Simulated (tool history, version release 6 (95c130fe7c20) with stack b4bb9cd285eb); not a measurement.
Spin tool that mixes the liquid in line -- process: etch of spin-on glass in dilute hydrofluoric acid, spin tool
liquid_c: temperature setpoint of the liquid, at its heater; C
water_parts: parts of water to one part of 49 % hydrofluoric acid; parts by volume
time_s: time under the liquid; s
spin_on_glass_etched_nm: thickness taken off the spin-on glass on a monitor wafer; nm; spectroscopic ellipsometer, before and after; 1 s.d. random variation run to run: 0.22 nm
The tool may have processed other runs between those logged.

Run 1, hour 0: liquid_c 21 C, water_parts 190 parts by volume, time_s 130 s. Result: spin_on_glass_etched_nm 15.676 nm.
Run 2, hour 6.1: liquid_c 17.5 C, water_parts 190 parts by volume, time_s 130 s. Result: spin_on_glass_etched_nm 13.498 nm.
Run 3, hour 11.1: liquid_c 17.5 C, water_parts 190 parts by volume, time_s 135 s. Result: spin_on_glass_etched_nm 14.216 nm.
Run 4, hour 12.7: liquid_c 17 C, water_parts 190 parts by volume, time_s 135 s. Result: spin_on_glass_etched_nm 13.678 nm.
Run 5, hour 16.1: liquid_c 19 C, water_parts 180 parts by volume, time_s 135 s. Result: spin_on_glass_etched_nm 15.983 nm.
Run 6, hour 20.3: liquid_c 17 C, water_parts 180 parts by volume, time_s 135 s. Result: spin_on_glass_etched_nm 14.712 nm.

Estimate the outcome of run 7 from the log above:
Run 7, hour 24.3: liquid_c 17 C, water_parts 180 parts by volume, time_s 135 s. Result: spin_on_glass_etched_nm ?.

{"run 7": {"spin_on_glass_etched_nm": 14.65}}
